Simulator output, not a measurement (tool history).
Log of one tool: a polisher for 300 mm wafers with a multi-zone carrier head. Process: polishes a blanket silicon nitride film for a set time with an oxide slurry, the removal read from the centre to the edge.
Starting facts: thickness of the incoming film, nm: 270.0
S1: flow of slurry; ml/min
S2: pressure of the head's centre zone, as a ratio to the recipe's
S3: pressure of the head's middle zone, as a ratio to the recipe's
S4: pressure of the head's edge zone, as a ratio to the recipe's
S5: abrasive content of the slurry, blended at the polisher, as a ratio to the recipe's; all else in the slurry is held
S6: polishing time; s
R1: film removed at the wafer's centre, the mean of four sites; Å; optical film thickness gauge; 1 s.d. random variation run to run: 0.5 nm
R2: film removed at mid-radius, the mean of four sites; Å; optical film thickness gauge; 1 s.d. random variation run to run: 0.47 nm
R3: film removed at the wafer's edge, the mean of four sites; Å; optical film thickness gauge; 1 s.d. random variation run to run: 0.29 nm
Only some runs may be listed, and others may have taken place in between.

run 1 hour=0 | S1=205 S2=1 S3=1 S4=1 S5=1 S6=81 | R1=497.54 R2=505.12 R3=520.88
run 2 hour=3.9 | S1=205 S2=1.04 S3=1 S4=1 S5=1 S6=81 | R1=519.51 R2=512.21 R3=518.1
run 3 hour=7.6 | S1=205 S2=1.04 S3=0.94 S4=1 S5=1 S6=81 | R1=527.36 R2=481.77 R3=516.8
run 4 hour=11.7 | S1=200 S2=1.03 S3=0.95 S4=0.99 S5=1 S6=81 | R1=518.53 R2=483.58 R3=508.67
run 5 hour=16.9 | S1=195 S2=1.02 S3=0.95 S4=0.98 S5=1 S6=81 | R1=506.86 R2=478.88 R3=508.53
run 6 hour=25 | S1=190 S2=1.01 S3=0.96 S4=0.97 S5=1 S6=81 | R1=507.7 R2=481.49 R3=501.99
run 7 hour=31.2 | S1=185 S2=1 S3=0.97 S4=0.96 S5=1 S6=81 | R1=489.11 R2=490.34 R3=498.37
run 8 hour=39.5 | S1=180 S2=0.99 S3=0.97 S4=0.95 S5=1 S6=81 | R1=482.84 R2=484.9 R3=498.09
run 9 hour=48.3 | S1=180 S2=0.99 S3=0.97 S4=0.95 S5=1 S6=81 | R1=492.81 R2=491.3 R3=494.07

Forecast run 10:
run 10 hour=54.4 | S1=180 S2=0.98 S3=0.97 S4=0.95 S5=1 S6=81 | R1=? R2=? R3=?

Run 10 yielded R1 486.05 Å, R2 489.39 Å, R3 496.26 Å.
